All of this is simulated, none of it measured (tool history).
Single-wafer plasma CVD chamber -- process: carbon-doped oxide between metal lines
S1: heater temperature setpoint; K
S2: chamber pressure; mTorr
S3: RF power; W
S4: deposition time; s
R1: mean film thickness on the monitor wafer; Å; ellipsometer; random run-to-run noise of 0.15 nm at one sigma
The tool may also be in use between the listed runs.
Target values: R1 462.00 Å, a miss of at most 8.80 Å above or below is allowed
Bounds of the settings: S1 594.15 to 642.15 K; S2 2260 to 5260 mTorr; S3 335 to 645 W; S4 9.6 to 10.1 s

{"run": 1, "hour": 0.0, "S1": 618.15, "S2": 3760, "S3": 490, "S4": 10.1, "R1": 505.99}
{"run": 2, "hour": 2.9, "S1": 618.15, "S2": 3760, "S3": 490, "S4": 10.1, "R1": 509.07}
{"run": 3, "hour": 5.3, "S1": 618.15, "S2": 3760, "S3": 550, "S4": 10.1, "R1": 534.37}
{"run": 4, "hour": 8.2, "S1": 618.15, "S2": 3760, "S3": 585, "S4": 10.1, "R1": 553.3}
{"run": 5, "hour": 12.6, "S1": 618.15, "S2": 4000, "S3": 585, "S4": 10.1, "R1": 560.02}
{"run": 6, "hour": 19.8, "S1": 620.15, "S2": 3760, "S3": 565, "S4": 10.1, "R1": 539.36}
{"run": 7, "hour": 20.8, "S1": 623.15, "S2": 3550, "S3": 550, "S4": 10.1, "R1": 527.49}
{"run": 8, "hour": 24.0, "S1": 624.15, "S2": 3460, "S3": 530, "S4": 10.1, "R1": 515.15}
{"run": 9, "hour": 24.5, "S1": 625.15, "S2": 3380, "S3": 510, "S4": 10.1, "R1": 500.88}
{"run": 10, "hour": 32.1, "S1": 626.15, "S2": 3270, "S3": 500, "S4": 10.1, "R1": 494.11}
{"run": 11, "hour": 39.4, "S1": 627.15, "S2": 3190, "S3": 490, "S4": 10.1, "R1": 486.05}
{"run": 12, "hour": 43.6, "S1": 628.15, "S2": 3120, "S3": 485, "S4": 10.1, "R1": 481.05}
{"run": 13, "hour": 50.8, "S1": 629.15, "S2": 3060, "S3": 480, "S4": 10.1, "R1": 478.05}
{"run": 14, "hour": 57.2, "S1": 630.15, "S2": 3010, "S3": 475, "S4": 10.1, "R1": 472.43}
{"run": 15, "hour": 60.6, "S1": 631.15, "S2": 2980, "S3": 475, "S4": 10.1, "R1": 471.42}

Next run, 5 choices. One meets every target within its allowed miss, the rest don't. Which?
{"run": "A", "hour": 64.0, "S1": 621.15, "S2": 3480, "S3": 515, "S4": 9.6, "R1": "?"}
{"run": "B", "hour": 64.0, "S1": 627.15, "S2": 2680, "S3": 500, "S4": 10.1, "R1": "?"}
{"run": "C", "hour": 64.0, "S1": 625.15, "S2": 2300, "S3": 495, "S4": 10.1, "R1": "?"}
{"run": "D", "hour": 64.0, "S1": 641.15, "S2": 2490, "S3": 490, "S4": 10.1, "R1": "?"}
{"run": "E", "hour": 64.0, "S1": 636.15, "S2": 3160, "S3": 550, "S4": 9.8, "R1": "?"}

move=A R1=486.75
move=B R1=485.78
move=C R1=481.83
move=D R1=464.01
move=E R1=489.35
A: lands further from the targets than the last run did
B: lands further from the targets than the last run did
C: lands further from the targets than the last run did
D: every result lands within tolerance
E: lands further from the targets than the last run did
The right move is D.
